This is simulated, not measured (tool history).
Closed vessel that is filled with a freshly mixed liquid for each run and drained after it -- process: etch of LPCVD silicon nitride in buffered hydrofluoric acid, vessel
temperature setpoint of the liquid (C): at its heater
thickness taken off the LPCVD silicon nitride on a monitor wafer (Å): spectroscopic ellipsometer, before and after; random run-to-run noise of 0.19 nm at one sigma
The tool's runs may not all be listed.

run,day,temperature setpoint of the liquid (C),parts of 40 % ammonium fluoride to one part of 49 % hydrofluoric acid (parts by volume),time in the liquid (s),thickness taken off the LPCVD silicon nitride on a monitor wafer (Å)
1,0,21,11,1320,162.42
2,0.333,21,12,1320,149.76
3,0.658,21,12,1420,160.59
4,0.729,18,12,1420,134.31
5,1.038,17,12,1420,127.57
6,1.312,17,13,1420,118.78
7,1.521,20.5,13,1420,146.38
8,1.575,23,13,1420,168.36
9,1.95,24.5,13,1420,180.9

Predict the results of run 10:
10,1.975,26,13,1420,?

thickness taken off the LPCVD silicon nitride on a monitor wafer (Å): 194.77
